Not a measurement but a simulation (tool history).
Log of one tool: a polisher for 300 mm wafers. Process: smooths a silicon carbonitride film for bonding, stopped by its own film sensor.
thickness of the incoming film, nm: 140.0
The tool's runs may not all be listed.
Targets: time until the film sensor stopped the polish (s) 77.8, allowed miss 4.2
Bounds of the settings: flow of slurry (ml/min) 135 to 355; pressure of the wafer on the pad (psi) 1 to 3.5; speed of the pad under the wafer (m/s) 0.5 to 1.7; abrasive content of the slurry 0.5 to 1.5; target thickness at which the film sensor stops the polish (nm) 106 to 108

run	hour	flow of slurry (ml/min)	pressure of the wafer on the pad (psi)	speed of the pad under the wafer (m/s)	abrasive content of the slurry	target thickness at which the film sensor stops the polish (nm)	time until the film sensor stopped the polish (s)
1	0	225	2.2	1.1	1	108	99.5
2	1.5	225	2.3	1.1	1	108	95.492
3	9.7	225	2.5	1.12	1	108	90.526
4	13.6	255	2.5	1.12	1	108	84.114
5	21.8	255	2.5	1.12	1	108	85.778
6	28	230	2.5	1.12	1	108	86.266
7	30.6	230	2.6	1.12	1	108	85.919
8	38.8	235	2.6	1.12	1	108	85.453

Which of these 5 next moves meets every target?
A	47	230	2.6	1.28	0.9	108	?
B	47	305	2.7	1.02	1.15	106	?
C	47	355	1.9	1.4	0.95	108	?
D	47	340	2.6	1.18	1.25	108	?
E	47	255	3.4	0.72	0.95	108	?

move	time until the film sensor stopped the polish (s)
A	80.661
B	86.452
C	95.013
D	72.173
E	93.889
A: meets every target
B: further off than the last run
C: further off than the last run
D: takes the result that was furthest off past its target
E: further off than the last run
Answer: A

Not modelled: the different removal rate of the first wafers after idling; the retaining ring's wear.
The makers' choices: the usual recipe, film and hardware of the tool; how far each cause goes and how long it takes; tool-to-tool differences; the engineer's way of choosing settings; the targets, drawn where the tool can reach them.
